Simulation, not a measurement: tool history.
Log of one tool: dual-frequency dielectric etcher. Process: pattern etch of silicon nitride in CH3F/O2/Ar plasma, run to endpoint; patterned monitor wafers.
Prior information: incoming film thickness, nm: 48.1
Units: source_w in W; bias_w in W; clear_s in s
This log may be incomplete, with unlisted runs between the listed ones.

run    day  source_w  bias_w  clear_s
  1  0.000       390      52   73.566
  2  0.083       380      52   73.991
  3  0.225       350      52   76.283
  4  0.300       380      52   74.228
  5  0.508       370      52   74.268
  6  0.592       370      57   72.365

Forecast run 7:
  7  0.954       350      57        ?

clear_s: 73.121 s
